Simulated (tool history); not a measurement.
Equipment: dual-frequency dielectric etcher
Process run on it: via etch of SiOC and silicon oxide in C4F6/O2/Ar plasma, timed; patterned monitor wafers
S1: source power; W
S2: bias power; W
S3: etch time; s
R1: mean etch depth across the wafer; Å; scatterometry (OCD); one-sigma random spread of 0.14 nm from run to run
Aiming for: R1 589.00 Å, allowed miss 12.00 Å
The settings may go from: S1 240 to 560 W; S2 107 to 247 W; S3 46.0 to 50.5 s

run	hour	S1	S2	S3	R1
1	0.0	400	177	50.5	536.28
2	5.9	430	177	50.5	553.96
3	9.5	440	178	50.5	559.91
4	15.2	370	178	50.5	520.51
5	15.8	380	179	50.5	528.39
6	20.3	380	179	46.0	480.74
7	27.2	400	181	46.0	490.98
8	34.4	480	214	47.0	569.64

Below are 5 possible settings for the next run. Only one of them brings all results inside the allowed miss of their targets. Which is it?
A	41.6	470	215	49.0	?
B	41.6	500	217	50.0	?
C	41.6	510	197	46.5	?
D	41.6	550	230	47.5	?
E	41.6	490	216	46.0	?

move	R1
A	588.27
B	617.06
C	562.49
D	619.54
E	562.34
A: hits every target within its allowed miss
B: pushes the last run's worst result past its target
C: lands further from the targets than the last run did
D: pushes the last run's worst result past its target
E: lands further from the targets than the last run did
The right move is A.

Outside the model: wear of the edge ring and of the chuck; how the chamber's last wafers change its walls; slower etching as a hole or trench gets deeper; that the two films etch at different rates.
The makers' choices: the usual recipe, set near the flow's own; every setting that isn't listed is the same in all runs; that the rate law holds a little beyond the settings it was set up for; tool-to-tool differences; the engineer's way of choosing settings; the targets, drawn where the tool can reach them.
